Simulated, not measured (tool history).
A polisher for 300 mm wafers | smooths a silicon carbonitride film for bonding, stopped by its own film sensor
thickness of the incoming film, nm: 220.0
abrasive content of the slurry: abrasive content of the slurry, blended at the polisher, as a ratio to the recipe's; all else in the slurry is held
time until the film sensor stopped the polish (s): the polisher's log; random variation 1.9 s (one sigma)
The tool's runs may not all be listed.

run    day  flow of slurry (ml/min)  pressure of the wafer on the pad (psi)  speed of the pad under the wafer (m/s)  abrasive content of the slurry  target thickness at which the film sensor stops the polish (angstrom)  time until the film sensor stopped the polish (s)
  1      0                      310                                     1.7                                     0.9                               1                                                                   1910                                             237.18
  2  0.358                      310                                     1.9                                     0.9                               1                                                                   1910                                             218.56
  3  0.512                      310                                     2.1                                    0.94                               1                                                                   1910                                             186.77
  4  0.592                      310                                     2.1                                    0.94                             1.2                                                                   1910                                             169.88
  5  0.879                      310                                     2.1                                    0.94                             1.2                                                                   1910                                             169.28
  6  1.083                      260                                     2.1                                    0.94                             1.2                                                                   1910                                             173.57
  7  1.321                      260                                     2.2                                    0.94                             1.2                                                                   1910                                             162.56

Forecast run 8:
  8  1.475                      260                                     2.2                                    0.94                             1.2                                                                   1910                                                  ?

time until the film sensor stopped the polish (s): 164.2

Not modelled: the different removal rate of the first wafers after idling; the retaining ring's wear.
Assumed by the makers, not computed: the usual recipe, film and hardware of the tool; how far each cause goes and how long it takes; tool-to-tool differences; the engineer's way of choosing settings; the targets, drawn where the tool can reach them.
